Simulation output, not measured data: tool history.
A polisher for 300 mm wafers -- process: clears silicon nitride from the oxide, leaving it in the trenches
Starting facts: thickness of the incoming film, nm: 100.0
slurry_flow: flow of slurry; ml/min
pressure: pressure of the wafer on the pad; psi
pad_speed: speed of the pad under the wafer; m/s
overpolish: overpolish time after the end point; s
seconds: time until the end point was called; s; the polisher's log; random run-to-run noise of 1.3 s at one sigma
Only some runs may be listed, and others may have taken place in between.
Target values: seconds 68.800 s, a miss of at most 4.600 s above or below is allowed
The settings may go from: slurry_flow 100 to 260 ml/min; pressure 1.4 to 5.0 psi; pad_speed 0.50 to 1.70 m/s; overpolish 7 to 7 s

| run | hour | slurry_flow | pressure | pad_speed | overpolish | seconds |
|---|---|---|---|---|---|---|
| 1 | 0.0 | 165 | 3.2 | 1.10 | 7 | 114.520 |
| 2 | 6.1 | 165 | 3.6 | 1.12 | 7 | 96.600 |
| 3 | 7.0 | 165 | 3.9 | 1.14 | 7 | 90.644 |
| 4 | 9.8 | 165 | 3.2 | 1.14 | 7 | 111.740 |
| 5 | 10.7 | 165 | 3.2 | 1.14 | 7 | 109.320 |
| 6 | 16.7 | 165 | 3.6 | 1.16 | 7 | 96.619 |
| 7 | 19.4 | 165 | 3.6 | 1.16 | 7 | 93.853 |
| 8 | 26.1 | 165 | 3.9 | 1.18 | 7 | 84.062 |
| 9 | 29.9 | 165 | 3.9 | 1.18 | 7 | 90.234 |
| 10 | 31.4 | 165 | 4.2 | 1.20 | 7 | 80.540 |
| 11 | 39.3 | 165 | 4.4 | 1.22 | 7 | 75.708 |

Of the 4 settings listed for the next run, only one would bring every result within its allowed miss of target. Which one?
| A | 47.2 | 160 | 3.8 | 1.36 | 7 | ? |
| B | 47.2 | 160 | 4.3 | 1.14 | 7 | ? |
| C | 47.2 | 145 | 4.1 | 1.20 | 7 | ? |
| D | 47.2 | 135 | 4.6 | 1.34 | 7 | ? |

| move | seconds |
|---|---|
| A | 76.564 |
| B | 80.578 |
| C | 81.839 |
| D | 66.676 |
A: the biggest miss grows against the last run
B: the biggest miss grows against the last run
C: the biggest miss grows against the last run
D: all results land within tolerance of their targets
Go with D: it meets all targets.

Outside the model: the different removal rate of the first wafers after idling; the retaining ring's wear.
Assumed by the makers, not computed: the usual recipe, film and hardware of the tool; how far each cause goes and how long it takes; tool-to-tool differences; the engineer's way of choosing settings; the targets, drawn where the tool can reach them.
